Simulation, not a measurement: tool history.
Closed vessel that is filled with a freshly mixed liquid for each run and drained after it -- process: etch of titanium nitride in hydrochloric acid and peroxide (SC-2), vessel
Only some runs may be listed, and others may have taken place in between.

| run | day | temperature setpoint of the liquid (°C) | parts of water to one part each of 37 % hydrochloric acid and 30 % peroxide (parts by volume) | time in the liquid (s) | thickness taken off the titanium nitride on a monitor wafer (Å) |
|---|---|---|---|---|---|
| 1 | 0 | 56 | 10 | 165 | 68.931 |
| 2 | 0.167 | 55 | 10 | 165 | 65.792 |
| 3 | 0.546 | 54 | 10 | 165 | 61.614 |
| 4 | 0.921 | 54 | 10 | 165 | 61.125 |
| 5 | 1.125 | 57.5 | 10 | 165 | 77.175 |
| 6 | 1.475 | 56.5 | 10 | 165 | 72.076 |
| 7 | 1.746 | 55.5 | 10 | 165 | 68.075 |
| 8 | 2.05 | 54.5 | 10 | 165 | 63.362 |

The next listed run, before its measurement:
| 9 | 2.158 | 54 | 10 | 165 | ? |

thickness taken off the titanium nitride on a monitor wafer (Å): 60.585

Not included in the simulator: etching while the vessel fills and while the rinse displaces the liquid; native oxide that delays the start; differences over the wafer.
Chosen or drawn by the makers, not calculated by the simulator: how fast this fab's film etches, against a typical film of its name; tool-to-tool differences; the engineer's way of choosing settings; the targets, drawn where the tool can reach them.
